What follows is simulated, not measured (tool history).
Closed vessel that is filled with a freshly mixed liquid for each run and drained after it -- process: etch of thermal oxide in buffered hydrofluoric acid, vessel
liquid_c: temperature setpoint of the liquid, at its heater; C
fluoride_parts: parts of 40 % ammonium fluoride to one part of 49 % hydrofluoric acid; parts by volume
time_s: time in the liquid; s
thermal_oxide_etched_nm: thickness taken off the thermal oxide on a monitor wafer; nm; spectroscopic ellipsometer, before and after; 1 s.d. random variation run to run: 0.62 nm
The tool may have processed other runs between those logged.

{"run": 1, "hour": 0.0, "liquid_c": 24, "fluoride_parts": 16, "time_s": 105, "thermal_oxide_etched_nm": 86.594}
{"run": 2, "hour": 7.8, "liquid_c": 24, "fluoride_parts": 16, "time_s": 110, "thermal_oxide_etched_nm": 90.546}
{"run": 3, "hour": 15.7, "liquid_c": 24, "fluoride_parts": 20.5, "time_s": 110, "thermal_oxide_etched_nm": 71.262}
{"run": 4, "hour": 18.4, "liquid_c": 21, "fluoride_parts": 20.5, "time_s": 110, "thermal_oxide_etched_nm": 60.334}
{"run": 5, "hour": 22.9, "liquid_c": 21, "fluoride_parts": 20.5, "time_s": 105, "thermal_oxide_etched_nm": 58.455}
{"run": 6, "hour": 31.8, "liquid_c": 19.5, "fluoride_parts": 20.5, "time_s": 105, "thermal_oxide_etched_nm": 52.754}
{"run": 7, "hour": 38.8, "liquid_c": 19.5, "fluoride_parts": 20.5, "time_s": 105, "thermal_oxide_etched_nm": 53.38}
{"run": 8, "hour": 45.8, "liquid_c": 21.5, "fluoride_parts": 19.5, "time_s": 105, "thermal_oxide_etched_nm": 62.161}
{"run": 9, "hour": 49.5, "liquid_c": 23, "fluoride_parts": 19, "time_s": 105, "thermal_oxide_etched_nm": 69.88}
{"run": 10, "hour": 55.7, "liquid_c": 24.5, "fluoride_parts": 18.5, "time_s": 105, "thermal_oxide_etched_nm": 76.746}
{"run": 11, "hour": 61.7, "liquid_c": 24.5, "fluoride_parts": 18.5, "time_s": 105, "thermal_oxide_etched_nm": 76.847}
{"run": 12, "hour": 63.9, "liquid_c": 25.5, "fluoride_parts": 18, "time_s": 105, "thermal_oxide_etched_nm": 82.718}
{"run": 13, "hour": 64.9, "liquid_c": 26.5, "fluoride_parts": 17.5, "time_s": 105, "thermal_oxide_etched_nm": 90.13}
{"run": 14, "hour": 70.9, "liquid_c": 27.5, "fluoride_parts": 17.5, "time_s": 105, "thermal_oxide_etched_nm": 95.977}

Run 15, settings as shown, results not yet in. Your forecast:
{"run": 15, "hour": 78.5, "liquid_c": 28, "fluoride_parts": 17.5, "time_s": 105, "thermal_oxide_etched_nm": "?"}

{"run 15": {"thermal_oxide_etched_nm": 97.94}}
